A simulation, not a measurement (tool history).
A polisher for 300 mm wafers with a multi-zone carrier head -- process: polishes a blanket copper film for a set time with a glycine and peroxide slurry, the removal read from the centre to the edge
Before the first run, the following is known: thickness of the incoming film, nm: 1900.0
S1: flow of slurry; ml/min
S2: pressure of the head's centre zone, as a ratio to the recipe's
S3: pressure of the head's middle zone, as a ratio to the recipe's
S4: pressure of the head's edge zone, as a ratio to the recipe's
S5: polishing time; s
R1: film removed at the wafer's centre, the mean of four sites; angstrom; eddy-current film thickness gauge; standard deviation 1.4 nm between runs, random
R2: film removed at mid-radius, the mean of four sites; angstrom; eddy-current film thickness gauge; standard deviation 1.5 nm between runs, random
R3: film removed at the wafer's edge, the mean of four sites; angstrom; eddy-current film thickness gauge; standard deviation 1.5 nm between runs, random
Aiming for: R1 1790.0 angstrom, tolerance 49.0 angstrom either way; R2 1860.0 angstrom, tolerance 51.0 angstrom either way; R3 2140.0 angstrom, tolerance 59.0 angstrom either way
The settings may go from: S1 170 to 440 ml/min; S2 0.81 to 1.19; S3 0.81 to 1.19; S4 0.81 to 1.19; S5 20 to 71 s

run    day   S1    S2    S3    S4  S5      R1      R2      R3
  1  0.000  280  1.00  1.00  1.00  45  1663.8  1632.1  1671.2
  2  0.375  290  0.98  0.99  1.05  47  1687.6  1692.8  1775.1
  3  0.558  290  0.96  0.98  1.09  49  1716.3  1758.2  1917.9
  4  0.600  300  0.96  0.98  1.12  50  1749.2  1780.6  1968.0
  5  0.971  300  0.96  0.94  1.12  50  1740.0  1740.9  1962.1
  6  1.150  300  0.96  0.97  1.12  50  1764.8  1746.9  1979.6
  7  1.475  305  0.95  0.99  1.14  50  1767.5  1835.5  1996.7
  8  1.746  300  0.94  0.98  1.15  51  1766.2  1818.6  2031.0

Pick the move, out of 5, that brings all results within their allowed miss; only one does.
  A  2.017  235  0.93  0.97  1.19  54   ?   ?   ?
  B  2.017  310  0.90  1.01  1.11  52   ?   ?   ?
  C  2.017  325  0.93  1.02  1.10  51   ?   ?   ?
  D  2.017  300  0.92  1.00  1.05  52   ?   ?   ?
  E  2.017  290  0.88  1.00  1.08  54   ?   ?   ?

move      R1      R2      R3
   A  1813.6  1870.2  2138.5
   B  1745.1  1918.4  2031.7
   C  1777.5  1905.0  1990.0
   D  1778.1  1896.5  1973.4
   E  1759.2  1963.4  2072.1
A: all results land within tolerance of their targets
B: about the same distance from the targets as the last run
C: lands further from the targets than the last run did
D: lands further from the targets than the last run did
E: lands further from the targets than the last run did
The right move is A.

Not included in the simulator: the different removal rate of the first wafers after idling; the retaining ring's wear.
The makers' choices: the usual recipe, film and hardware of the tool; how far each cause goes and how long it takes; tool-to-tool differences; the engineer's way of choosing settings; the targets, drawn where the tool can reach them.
